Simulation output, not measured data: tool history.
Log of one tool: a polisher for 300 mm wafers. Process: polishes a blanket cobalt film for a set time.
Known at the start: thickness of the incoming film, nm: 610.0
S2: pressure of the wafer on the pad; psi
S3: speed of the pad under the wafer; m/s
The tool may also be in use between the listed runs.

Run 1, hour 0: flow of slurry (ml/min) 140, S2 1.7 psi, S3 1.28 m/s, polishing time (s) 24. Result: film removed (nm) 150.24.
Run 2, hour 7.5: flow of slurry (ml/min) 150, S2 1.7 psi, S3 1.28 m/s, polishing time (s) 24. Result: film removed (nm) 150.63.
Run 3, hour 11.6: flow of slurry (ml/min) 150, S2 1.7 psi, S3 1.28 m/s, polishing time (s) 24. Result: film removed (nm) 153.76.
Run 4, hour 16.8: flow of slurry (ml/min) 160, S2 1.7 psi, S3 1.28 m/s, polishing time (s) 24. Result: film removed (nm) 152.35.
Run 5, hour 25: flow of slurry (ml/min) 160, S2 1.8 psi, S3 1.28 m/s, polishing time (s) 24. Result: film removed (nm) 162.52.
Run 6, hour 27.1: flow of slurry (ml/min) 160, S2 1.6 psi, S3 1.28 m/s, polishing time (s) 24. Result: film removed (nm) 145.9.
Run 7, hour 31: flow of slurry (ml/min) 160, S2 1.6 psi, S3 1.28 m/s, polishing time (s) 24. Result: film removed (nm) 142.97.

The next listed run, before its measurement:
Run 8, hour 39.5: flow of slurry (ml/min) 160, S2 1.7 psi, S3 1.28 m/s, polishing time (s) 24. Result: film removed (nm) ?.

film removed (nm): 151.28
